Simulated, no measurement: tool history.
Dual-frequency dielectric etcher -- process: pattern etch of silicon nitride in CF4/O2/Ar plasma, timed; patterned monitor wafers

| run | hour | source power (kW) | bias power (kW) | Ar flow (sccm) | CF4 flow (sccm) | etch time (s) | mean etch depth across the wafer (nm) |
|---|---|---|---|---|---|---|---|
| 1 | 0.0 | 0.460 | 0.056 | 90 | 105 | 9.5 | 17.630 |
| 2 | 4.9 | 0.460 | 0.056 | 90 | 94 | 9.5 | 17.406 |
| 3 | 12.7 | 0.450 | 0.056 | 90 | 94 | 9.5 | 16.992 |
| 4 | 16.1 | 0.520 | 0.056 | 90 | 94 | 9.5 | 19.732 |
| 5 | 22.9 | 0.590 | 0.056 | 90 | 94 | 9.5 | 22.553 |
| 6 | 29.9 | 0.550 | 0.056 | 90 | 94 | 9.5 | 21.022 |
| 7 | 31.9 | 0.520 | 0.056 | 90 | 94 | 9.5 | 19.718 |
| 8 | 32.9 | 0.490 | 0.056 | 90 | 94 | 9.5 | 18.523 |
| 9 | 34.7 | 0.470 | 0.056 | 90 | 94 | 9.5 | 17.901 |
| 10 | 40.5 | 0.460 | 0.056 | 90 | 94 | 9.5 | 17.447 |

Run 11 comes next. What will it give?
| 11 | 42.0 | 0.450 | 0.056 | 90 | 94 | 9.5 | ? |

mean etch depth across the wafer (nm): 16.994

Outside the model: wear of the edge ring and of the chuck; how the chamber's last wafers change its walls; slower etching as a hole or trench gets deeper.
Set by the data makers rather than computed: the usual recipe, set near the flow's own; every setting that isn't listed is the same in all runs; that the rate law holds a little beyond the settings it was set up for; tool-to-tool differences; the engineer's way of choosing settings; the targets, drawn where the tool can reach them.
